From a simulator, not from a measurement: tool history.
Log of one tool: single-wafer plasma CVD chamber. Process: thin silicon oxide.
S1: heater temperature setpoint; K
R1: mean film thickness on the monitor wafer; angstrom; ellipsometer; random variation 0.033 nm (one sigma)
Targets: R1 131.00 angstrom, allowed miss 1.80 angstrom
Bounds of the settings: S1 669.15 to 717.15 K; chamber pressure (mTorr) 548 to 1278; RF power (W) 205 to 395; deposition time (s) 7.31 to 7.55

run 1 hour=0.0 | S1=693.15 chamber_pressure_(mTorr)=913 RF_power_(W)=300 deposition_time_(s)=7.31 | R1=153.87
run 2 hour=6.3 | S1=693.15 chamber_pressure_(mTorr)=913 RF_power_(W)=325 deposition_time_(s)=7.31 | R1=157.33
run 3 hour=10.5 | S1=686.15 chamber_pressure_(mTorr)=913 RF_power_(W)=325 deposition_time_(s)=7.31 | R1=158.47
run 4 hour=17.6 | S1=686.15 chamber_pressure_(mTorr)=870 RF_power_(W)=325 deposition_time_(s)=7.31 | R1=151.85
-- hour=24.1 RF generator calibrated
run 5 hour=24.1 | S1=686.15 chamber_pressure_(mTorr)=870 RF_power_(W)=345 deposition_time_(s)=7.31 | R1=156.54
run 6 hour=32.8 | S1=686.15 chamber_pressure_(mTorr)=829 RF_power_(W)=345 deposition_time_(s)=7.31 | R1=148.61
run 7 hour=35.2 | S1=686.15 chamber_pressure_(mTorr)=829 RF_power_(W)=345 deposition_time_(s)=7.31 | R1=148.74
run 8 hour=37.3 | S1=686.15 chamber_pressure_(mTorr)=803 RF_power_(W)=345 deposition_time_(s)=7.31 | R1=143.20
run 9 hour=38.4 | S1=686.15 chamber_pressure_(mTorr)=803 RF_power_(W)=345 deposition_time_(s)=7.31 | R1=143.66
run 10 hour=44.9 | S1=686.15 chamber_pressure_(mTorr)=786 RF_power_(W)=345 deposition_time_(s)=7.31 | R1=140.11
run 11 hour=52.5 | S1=686.15 chamber_pressure_(mTorr)=775 RF_power_(W)=345 deposition_time_(s)=7.31 | R1=138.13
run 12 hour=54.5 | S1=687.15 chamber_pressure_(mTorr)=767 RF_power_(W)=345 deposition_time_(s)=7.31 | R1=136.38
run 13 hour=57.3 | S1=689.15 chamber_pressure_(mTorr)=763 RF_power_(W)=345 deposition_time_(s)=7.31 | R1=134.73
run 14 hour=61.7 | S1=693.15 chamber_pressure_(mTorr)=734 RF_power_(W)=345 deposition_time_(s)=7.31 | R1=128.94

4 next moves are on the table. One of them brings every result within its allowed miss. Which?
run A hour=66.1 | S1=680.15 chamber_pressure_(mTorr)=733 RF_power_(W)=320 deposition_time_(s)=7.55 | R1=?
run B hour=66.1 | S1=699.15 chamber_pressure_(mTorr)=722 RF_power_(W)=335 deposition_time_(s)=7.41 | R1=?
run C hour=66.1 | S1=692.15 chamber_pressure_(mTorr)=731 RF_power_(W)=340 deposition_time_(s)=7.31 | R1=?
run D hour=66.1 | S1=705.15 chamber_pressure_(mTorr)=695 RF_power_(W)=385 deposition_time_(s)=7.55 | R1=?

move=A R1=130.24
move=B R1=125.84
move=C R1=127.23
move=D R1=127.27
A: meets every target
B: further off than the last run
C: further off than the last run
D: further off than the last run
Answer: A
